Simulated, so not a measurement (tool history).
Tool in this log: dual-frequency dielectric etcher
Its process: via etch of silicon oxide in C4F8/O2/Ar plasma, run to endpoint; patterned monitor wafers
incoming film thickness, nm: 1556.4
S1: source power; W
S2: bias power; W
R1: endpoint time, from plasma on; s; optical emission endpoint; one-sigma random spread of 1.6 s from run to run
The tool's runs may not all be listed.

| run | hour | S1 | S2 | R1 |
|---|---|---|---|---|
| 1 | 0.0 | 2400 | 2710 | 239.98 |
| 2 | 2.5 | 2020 | 2710 | 262.67 |
| 3 | 8.1 | 2430 | 2710 | 238.13 |
| 4 | 11.9 | 2430 | 2993 | 229.02 |
| 5 | 20.5 | 2430 | 3226 | 226.26 |
| 6 | 21.5 | 2120 | 2780 | 254.39 |
| 7 | 23.4 | 1910 | 2534 | 277.86 |
| 8 | 31.0 | 1760 | 2431 | 294.40 |
| 9 | 36.4 | 1660 | 2378 | 306.28 |

Run 10, settings as shown, results not yet in. Your forecast:
| 10 | 44.7 | 1600 | 2357 | ? |

{"run 10": {"R1": 314.93}}
